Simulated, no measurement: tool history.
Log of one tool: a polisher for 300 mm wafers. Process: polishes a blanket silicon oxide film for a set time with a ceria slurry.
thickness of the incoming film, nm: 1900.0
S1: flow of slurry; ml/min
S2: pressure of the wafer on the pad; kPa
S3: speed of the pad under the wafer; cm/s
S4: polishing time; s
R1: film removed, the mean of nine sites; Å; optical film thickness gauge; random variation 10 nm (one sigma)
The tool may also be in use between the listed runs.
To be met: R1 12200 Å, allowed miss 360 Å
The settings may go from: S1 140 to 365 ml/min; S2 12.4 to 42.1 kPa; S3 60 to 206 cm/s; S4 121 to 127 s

run,day,S1,S2,S3,S4,R1
1,0,235,26.9,132,121,7416.6
2,0.238,240,30.3,132,121,8144.6
3,0.488,240,33.1,134,121,8991.6
4,0.712,240,29.6,134,121,8165.1
5,1.042,240,33.1,134,121,9109.4
6,1.321,240,33.1,134,127,9387.6
# day 1.354: worn pad replaced by a new one
7,1.354,255,40.7,136,127,12803
8,1.633,250,40.7,136,127,12969
9,1.671,250,40,136,127,12670

Which of these 4 next moves meets every target?
A,1.708,270,37.2,150,127,?
B,1.708,250,39.3,150,123,?
C,1.708,245,34.5,162,121,?
D,1.708,235,42.1,136,127,?

move,R1
A,13071
B,13241
C,12324
D,13192
A: further off than the last run
B: further off than the last run
C: meets every target
D: further off than the last run
Move C is the one to make.

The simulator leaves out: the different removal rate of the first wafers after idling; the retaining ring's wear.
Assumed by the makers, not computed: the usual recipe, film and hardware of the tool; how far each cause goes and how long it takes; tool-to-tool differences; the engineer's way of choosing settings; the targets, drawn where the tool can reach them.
